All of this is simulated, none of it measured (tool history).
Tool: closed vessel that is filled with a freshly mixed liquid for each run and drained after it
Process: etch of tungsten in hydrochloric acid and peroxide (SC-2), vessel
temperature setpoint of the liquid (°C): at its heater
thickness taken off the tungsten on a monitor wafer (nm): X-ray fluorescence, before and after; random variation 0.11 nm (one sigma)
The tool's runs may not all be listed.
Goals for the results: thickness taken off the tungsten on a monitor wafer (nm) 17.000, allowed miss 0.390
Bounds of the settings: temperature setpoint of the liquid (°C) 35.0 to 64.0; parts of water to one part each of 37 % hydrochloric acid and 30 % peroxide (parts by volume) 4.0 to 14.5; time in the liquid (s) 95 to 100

run  hour  temperature setpoint of the liquid (°C)  parts of water to one part each of 37 % hydrochloric acid and 30 % peroxide (parts by volume)  time in the liquid (s)  thickness taken off the tungsten on a monitor wafer (nm)
  1   0.0                                     48.0                                                                                            8.0                      95                                                    19.484
  2   4.5                                     48.0                                                                                           10.5                      95                                                    15.634
  3   9.7                                     54.5                                                                                           10.5                      95                                                    24.296
  4  16.8                                     53.0                                                                                           10.5                      95                                                    21.823
  5  23.9                                     52.0                                                                                           10.5                      95                                                    20.335
     30.6  -- thermometer replaced
  6  30.6                                     51.5                                                                                           10.5                      95                                                    22.236
  7  37.4                                     51.5                                                                                           10.5                      95                                                    22.342
  8  38.8                                     50.5                                                                                           10.5                      95                                                    21.077
  9  40.5                                     49.5                                                                                           10.5                      95                                                    19.564
 10  47.3                                     48.5                                                                                           10.5                      95                                                    18.318
 11  55.2                                     48.0                                                                                           10.5                      95                                                    17.840

4 next moves are on the table. One of them brings every result within its allowed miss. Which?
  A  63.1                                     47.0                                                                                           11.5                     100                                                         ?
  B  63.1                                     49.5                                                                                           12.5                     100                                                         ?
  C  63.1                                     47.5                                                                                           10.5                      95                                                         ?
  D  63.1                                     45.5                                                                                            9.0                     100                                                         ?

move  thickness taken off the tungsten on a monitor wafer (nm)
   A                                                    16.095
   B                                                    17.736
   C                                                    17.084
   D                                                    17.831
A: moves the result that the last run missed by most past its target, out the other side
B: nearer the targets than the last run, but a result is still out of spec
C: each result inside its tolerance
D: just as far off the targets as the last run
Correct choice: C, which meets every target
